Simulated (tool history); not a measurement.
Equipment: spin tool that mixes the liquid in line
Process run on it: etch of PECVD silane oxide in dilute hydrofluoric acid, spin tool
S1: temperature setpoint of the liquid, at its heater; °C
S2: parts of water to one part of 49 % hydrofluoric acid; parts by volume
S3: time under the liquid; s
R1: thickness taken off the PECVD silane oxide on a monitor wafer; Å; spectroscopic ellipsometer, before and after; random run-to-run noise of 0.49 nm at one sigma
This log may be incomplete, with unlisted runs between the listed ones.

run 1 hour=0 | S1=25 S2=155 S3=160 | R1=231.38
run 2 hour=4.5 | S1=27.5 S2=125 S3=160 | R1=321.45
run 3 hour=13 | S1=30.5 S2=125 S3=160 | R1=365.85
run 4 hour=20.3 | S1=28.5 S2=125 S3=160 | R1=342.04
run 5 hour=23.9 | S1=28.5 S2=165 S3=160 | R1=241.41
run 6 hour=27.2 | S1=30 S2=135 S3=160 | R1=327.84
run 7 hour=29.6 | S1=31 S2=115 S3=160 | R1=407.5
run 8 hour=33.5 | S1=31.5 S2=100 S3=160 | R1=484.67
run 9 hour=36.4 | S1=33 S2=70 S3=160 | R1=773.13

What does the tool deliver on the next run?
run 10 hour=37.1 | S1=32 S2=70 S3=160 | R1=?

{"run 10": {"R1": 742.6}}
